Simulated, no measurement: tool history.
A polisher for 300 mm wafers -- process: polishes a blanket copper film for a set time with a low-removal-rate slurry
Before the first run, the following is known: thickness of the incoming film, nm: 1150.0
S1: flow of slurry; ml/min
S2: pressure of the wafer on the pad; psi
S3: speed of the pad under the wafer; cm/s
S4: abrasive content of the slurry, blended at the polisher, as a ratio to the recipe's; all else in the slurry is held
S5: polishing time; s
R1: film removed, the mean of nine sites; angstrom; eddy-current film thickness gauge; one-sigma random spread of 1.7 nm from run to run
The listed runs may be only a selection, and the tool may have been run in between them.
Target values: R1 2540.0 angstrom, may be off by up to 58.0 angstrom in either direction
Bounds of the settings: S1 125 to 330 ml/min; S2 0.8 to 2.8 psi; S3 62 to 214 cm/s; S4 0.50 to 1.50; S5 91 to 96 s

{"run": 1, "hour": 0.0, "S1": 210, "S2": 1.8, "S3": 138, "S4": 1.0, "S5": 91, "R1": 1842.3}
{"run": 2, "hour": 8.7, "S1": 260, "S2": 1.8, "S3": 138, "S4": 1.0, "S5": 91, "R1": 1914.0}
{"run": 3, "hour": 11.2, "S1": 260, "S2": 1.8, "S3": 138, "S4": 1.2, "S5": 91, "R1": 1989.7}
{"run": 4, "hour": 17.3, "S1": 265, "S2": 1.9, "S3": 138, "S4": 1.2, "S5": 91, "R1": 2110.2}
{"run": 5, "hour": 21.9, "S1": 265, "S2": 2.2, "S3": 138, "S4": 1.2, "S5": 91, "R1": 2411.9}
{"run": 6, "hour": 24.4, "S1": 270, "S2": 2.2, "S3": 138, "S4": 1.2, "S5": 91, "R1": 2429.5}
{"run": 7, "hour": 27.4, "S1": 275, "S2": 2.2, "S3": 138, "S4": 1.2, "S5": 91, "R1": 2460.9}
{"run": 8, "hour": 35.0, "S1": 280, "S2": 2.2, "S3": 138, "S4": 1.2, "S5": 91, "R1": 2396.1}

Consider the 5 candidate settings below. Which is the only one whose results all fall within their allowed miss of target?
{"run": "A", "hour": 42.6, "S1": 320, "S2": 2.3, "S3": 140, "S4": 1.15, "S5": 95, "R1": "?"}
{"run": "B", "hour": 42.6, "S1": 325, "S2": 2.1, "S3": 132, "S4": 1.1, "S5": 94, "R1": "?"}
{"run": "C", "hour": 42.6, "S1": 250, "S2": 2.6, "S3": 130, "S4": 0.95, "S5": 92, "R1": "?"}
{"run": "D", "hour": 42.6, "S1": 255, "S2": 2.0, "S3": 132, "S4": 1.25, "S5": 93, "R1": "?"}
{"run": "E", "hour": 42.6, "S1": 260, "S2": 2.3, "S3": 134, "S4": 1.15, "S5": 91, "R1": "?"}

move=A R1=2712.4
move=B R1=2299.4
move=C R1=2577.0
move=D R1=2187.5
move=E R1=2444.6
A: moves the result that the last run missed by most past its target, out the other side
B: lands further from the targets than the last run did
C: all results land within tolerance of their targets
D: lands further from the targets than the last run did
E: gains on the last run, yet a result remains outside its allowed miss
Answer: C
